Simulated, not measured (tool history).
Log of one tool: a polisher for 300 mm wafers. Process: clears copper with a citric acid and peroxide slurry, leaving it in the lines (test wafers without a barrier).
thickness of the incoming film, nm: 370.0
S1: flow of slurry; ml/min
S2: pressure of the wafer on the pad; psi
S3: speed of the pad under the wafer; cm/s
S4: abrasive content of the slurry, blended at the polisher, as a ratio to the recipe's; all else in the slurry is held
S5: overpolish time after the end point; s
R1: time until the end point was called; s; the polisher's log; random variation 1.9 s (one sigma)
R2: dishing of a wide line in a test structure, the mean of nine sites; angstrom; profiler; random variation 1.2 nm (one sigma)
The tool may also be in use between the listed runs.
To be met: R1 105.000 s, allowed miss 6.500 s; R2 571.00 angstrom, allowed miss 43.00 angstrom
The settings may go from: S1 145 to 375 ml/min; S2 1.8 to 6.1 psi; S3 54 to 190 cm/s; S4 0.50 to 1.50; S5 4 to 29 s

Run 1, hour 0.0: S1 240 ml/min, S2 3.9 psi, S3 122 cm/s, S4 1.00, S5 15 s. Result: R1 136.580 s, R2 300.06 angstrom.
Run 2, hour 3.9: S1 240 ml/min, S2 3.9 psi, S3 122 cm/s, S4 0.90, S5 15 s. Result: R1 143.060 s, R2 293.40 angstrom.
Run 3, hour 11.7: S1 240 ml/min, S2 4.2 psi, S3 122 cm/s, S4 0.90, S5 17 s. Result: R1 133.080 s, R2 347.93 angstrom.
Run 4, hour 19.3: S1 240 ml/min, S2 4.4 psi, S3 122 cm/s, S4 0.90, S5 18 s. Result: R1 126.210 s, R2 377.19 angstrom.
Run 5, hour 22.6: S1 280 ml/min, S2 4.4 psi, S3 122 cm/s, S4 0.90, S5 18 s. Result: R1 124.370 s, R2 387.62 angstrom.
Run 6, hour 30.8: S1 235 ml/min, S2 4.4 psi, S3 122 cm/s, S4 0.90, S5 18 s. Result: R1 129.660 s, R2 368.03 angstrom.
Run 7, hour 32.8: S1 240 ml/min, S2 4.6 psi, S3 124 cm/s, S4 0.90, S5 19 s. Result: R1 119.340 s, R2 427.81 angstrom.
Run 8, hour 35.2: S1 240 ml/min, S2 4.7 psi, S3 124 cm/s, S4 0.90, S5 20 s. Result: R1 114.970 s, R2 425.93 angstrom.

Which of these 5 next moves meets every target?
Run A, hour 37.6: S1 245 ml/min, S2 5.2 psi, S3 150 cm/s, S4 0.90, S5 22 s. Result: R1 ?, R2 ?.
Run B, hour 37.6: S1 230 ml/min, S2 5.5 psi, S3 142 cm/s, S4 1.10, S5 28 s. Result: R1 ?, R2 ?.
Run C, hour 37.6: S1 205 ml/min, S2 5.0 psi, S3 130 cm/s, S4 0.80, S5 13 s. Result: R1 ?, R2 ?.
Run D, hour 37.6: S1 195 ml/min, S2 4.8 psi, S3 146 cm/s, S4 1.00, S5 24 s. Result: R1 ?, R2 ?.
Run E, hour 37.6: S1 340 ml/min, S2 5.0 psi, S3 162 cm/s, S4 0.85, S5 21 s. Result: R1 ?, R2 ?.

move       R1      R2
   A   92.903  566.19
   B   88.782  703.22
   C  111.430  313.61
   D  102.520  558.18
   E   89.289  561.67
A: brings the result that was furthest off to its target, and leaves another outside
B: takes the result that was furthest off past its target
C: further off than the last run
D: meets every target
E: brings the result that was furthest off to its target, and leaves another outside
Answer: D
